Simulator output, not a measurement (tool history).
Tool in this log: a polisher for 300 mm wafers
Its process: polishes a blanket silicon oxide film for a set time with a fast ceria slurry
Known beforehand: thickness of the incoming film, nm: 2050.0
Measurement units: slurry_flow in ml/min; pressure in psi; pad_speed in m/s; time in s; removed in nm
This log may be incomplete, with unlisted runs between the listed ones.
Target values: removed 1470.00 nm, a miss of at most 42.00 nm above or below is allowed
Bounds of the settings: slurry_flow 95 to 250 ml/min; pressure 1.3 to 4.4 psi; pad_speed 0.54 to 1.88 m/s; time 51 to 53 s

| run | hour | slurry_flow | pressure | pad_speed | time | removed |
|---|---|---|---|---|---|---|
| 1 | 0.0 | 160 | 2.8 | 1.20 | 51 | 860.11 |
| 2 | 6.7 | 160 | 2.8 | 1.40 | 51 | 1015.50 |
| 3 | 13.0 | 160 | 2.8 | 1.58 | 51 | 1117.70 |
| 4 | 18.0 | 160 | 2.8 | 1.58 | 53 | 1179.10 |
| 5 | 21.1 | 160 | 2.4 | 1.58 | 53 | 1013.30 |
| 6 | 23.6 | 165 | 2.6 | 1.58 | 53 | 1093.90 |
| 7 | 27.9 | 165 | 2.8 | 1.58 | 53 | 1186.70 |
| 8 | 28.8 | 170 | 2.9 | 1.58 | 53 | 1225.50 |
| 9 | 31.6 | 170 | 3.0 | 1.58 | 53 | 1279.50 |

Which of these 4 next moves meets every target?
| A | 34.4 | 105 | 3.9 | 1.56 | 53 | ? |
| B | 34.4 | 180 | 2.6 | 1.46 | 53 | ? |
| C | 34.4 | 160 | 3.5 | 1.52 | 52 | ? |
| D | 34.4 | 190 | 3.2 | 1.62 | 51 | ? |

| move | removed |
|---|---|
| A | 1474.00 |
| B | 1043.90 |
| C | 1387.00 |
| D | 1364.50 |
A: meets every target
B: its largest miss is bigger than the last run's
C: nearer the targets than the last run, but a result is still out of spec
D: nearer the targets than the last run, but a result is still out of spec
Answer: A
